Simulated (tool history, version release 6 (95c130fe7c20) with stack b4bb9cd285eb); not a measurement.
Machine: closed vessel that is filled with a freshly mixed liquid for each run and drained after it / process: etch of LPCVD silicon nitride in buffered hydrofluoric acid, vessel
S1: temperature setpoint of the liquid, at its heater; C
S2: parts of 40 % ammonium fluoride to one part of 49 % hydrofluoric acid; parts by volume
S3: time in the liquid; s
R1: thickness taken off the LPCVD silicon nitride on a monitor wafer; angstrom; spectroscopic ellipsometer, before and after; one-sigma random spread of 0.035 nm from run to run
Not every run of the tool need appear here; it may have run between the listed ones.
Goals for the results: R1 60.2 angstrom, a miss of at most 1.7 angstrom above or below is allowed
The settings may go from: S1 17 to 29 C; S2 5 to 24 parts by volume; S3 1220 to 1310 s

{"run": 1, "hour": 0.0, "S1": 21, "S2": 14.5, "S3": 1220, "R1": 99.055}
{"run": 2, "hour": 7.4, "S1": 20.5, "S2": 15, "S3": 1220, "R1": 92.616}
{"run": 3, "hour": 9.9, "S1": 20.5, "S2": 15, "S3": 1310, "R1": 99.823}
{"run": 4, "hour": 12.1, "S1": 20, "S2": 15.5, "S3": 1310, "R1": 94.444}
{"hour": 18.9, "done": "thermometer replaced"}
{"run": 5, "hour": 18.9, "S1": 20, "S2": 19, "S3": 1310, "R1": 86.741}
{"run": 6, "hour": 21.3, "S1": 19.5, "S2": 19.5, "S3": 1305, "R1": 82.822}
{"run": 7, "hour": 22.1, "S1": 19, "S2": 20, "S3": 1300, "R1": 78.139}
{"run": 8, "hour": 27.0, "S1": 19, "S2": 20, "S3": 1300, "R1": 77.804}
{"run": 9, "hour": 31.6, "S1": 17, "S2": 22.5, "S3": 1295, "R1": 64.339}

Of the 5 settings listed for the next run, only one would bring every result within its allowed miss of target. Which one?
{"run": "A", "hour": 36.2, "S1": 19.5, "S2": 23.5, "S3": 1300, "R1": "?"}
{"run": "B", "hour": 36.2, "S1": 18.5, "S2": 19.5, "S3": 1220, "R1": "?"}
{"run": "C", "hour": 36.2, "S1": 19.5, "S2": 24, "S3": 1250, "R1": "?"}
{"run": "D", "hour": 36.2, "S1": 17.5, "S2": 23.5, "S3": 1280, "R1": "?"}
{"run": "E", "hour": 36.2, "S1": 17, "S2": 23.5, "S3": 1270, "R1": "?"}

move=A R1=71.096
move=B R1=72.267
move=C R1=67.374
move=D R1=62.488
move=E R1=60.251
A: misses by more than the last run did
B: misses by more than the last run did
C: misses by more than the last run did
D: closes in on the targets versus the last run, not all within tolerance yet
E: all results in spec
Correct choice: E, which meets every target
